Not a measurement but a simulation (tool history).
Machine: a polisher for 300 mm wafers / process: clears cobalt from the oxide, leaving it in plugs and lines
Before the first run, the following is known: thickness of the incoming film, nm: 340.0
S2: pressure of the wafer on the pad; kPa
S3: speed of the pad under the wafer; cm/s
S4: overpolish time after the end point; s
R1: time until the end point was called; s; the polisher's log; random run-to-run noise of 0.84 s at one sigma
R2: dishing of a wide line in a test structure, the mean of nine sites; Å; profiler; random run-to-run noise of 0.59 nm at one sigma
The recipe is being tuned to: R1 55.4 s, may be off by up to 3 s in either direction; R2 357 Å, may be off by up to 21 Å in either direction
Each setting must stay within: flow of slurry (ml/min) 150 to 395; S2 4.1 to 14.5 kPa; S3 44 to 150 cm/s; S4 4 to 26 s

{"run": 1, "hour": 0.0, "flow of slurry (ml/min)": 250, "S2": 9, "S3": 96, "S4": 13, "R1": 108.48, "R2": 288.81}
{"run": 2, "hour": 8.7, "flow of slurry (ml/min)": 250, "S2": 9, "S3": 96, "S4": 7, "R1": 108.77, "R2": 176.1}
{"run": 3, "hour": 14.9, "flow of slurry (ml/min)": 250, "S2": 9, "S3": 80, "S4": 7, "R1": 129.51, "R2": 154.78}
{"run": 4, "hour": 16.4, "flow of slurry (ml/min)": 190, "S2": 9, "S3": 80, "S4": 7, "R1": 137.01, "R2": 151.2}
{"run": 5, "hour": 22.5, "flow of slurry (ml/min)": 200, "S2": 11, "S3": 88, "S4": 8, "R1": 101.18, "R2": 210.03}
{"run": 6, "hour": 28.7, "flow of slurry (ml/min)": 215, "S2": 12.4, "S3": 94, "S4": 8, "R1": 83.405, "R2": 249.73}
{"run": 7, "hour": 30.8, "flow of slurry (ml/min)": 225, "S2": 13.1, "S3": 100, "S4": 8, "R1": 76.465, "R2": 264.76}
{"run": 8, "hour": 39.4, "flow of slurry (ml/min)": 225, "S2": 13.8, "S3": 108, "S4": 8, "R1": 65.674, "R2": 298.56}
{"run": 9, "hour": 40.2, "flow of slurry (ml/min)": 225, "S2": 13.8, "S3": 112, "S4": 8, "R1": 64.628, "R2": 298.11}
{"run": 10, "hour": 42.4, "flow of slurry (ml/min)": 225, "S2": 13.8, "S3": 112, "S4": 8, "R1": 64.272, "R2": 299.27}
{"run": 11, "hour": 48.0, "flow of slurry (ml/min)": 225, "S2": 13.8, "S3": 112, "S4": 8, "R1": 64.184, "R2": 305.03}
{"run": 12, "hour": 51.1, "flow of slurry (ml/min)": 225, "S2": 13.8, "S3": 116, "S4": 8, "R1": 61.461, "R2": 309.46}

Pick the move, out of 5, that brings all results within their allowed miss; only one does.
{"run": "A", "hour": 54.2, "flow of slurry (ml/min)": 175, "S2": 12.4, "S3": 130, "S4": 11, "R1": "?", "R2": "?"}
{"run": "B", "hour": 54.2, "flow of slurry (ml/min)": 230, "S2": 14.5, "S3": 110, "S4": 9, "R1": "?", "R2": "?"}
{"run": "C", "hour": 54.2, "flow of slurry (ml/min)": 285, "S2": 13.1, "S3": 102, "S4": 7, "R1": "?", "R2": "?"}
{"run": "D", "hour": 54.2, "flow of slurry (ml/min)": 255, "S2": 13.1, "S3": 112, "S4": 11, "R1": "?", "R2": "?"}
{"run": "E", "hour": 54.2, "flow of slurry (ml/min)": 160, "S2": 14.5, "S3": 130, "S4": 9, "R1": "?", "R2": "?"}

move=A R1=64.181 R2=365.07
move=B R1=62.647 R2=327.65
move=C R1=72.312 R2=249.1
move=D R1=66.819 R2=356.67
move=E R1=56.441 R2=349.43
A: brings the last run's worst result on target, with another outside its allowed miss
B: moves away from the targets compared with the last run
C: moves away from the targets compared with the last run
D: brings the last run's worst result on target, with another outside its allowed miss
E: meets every target
Move E is the one to make.

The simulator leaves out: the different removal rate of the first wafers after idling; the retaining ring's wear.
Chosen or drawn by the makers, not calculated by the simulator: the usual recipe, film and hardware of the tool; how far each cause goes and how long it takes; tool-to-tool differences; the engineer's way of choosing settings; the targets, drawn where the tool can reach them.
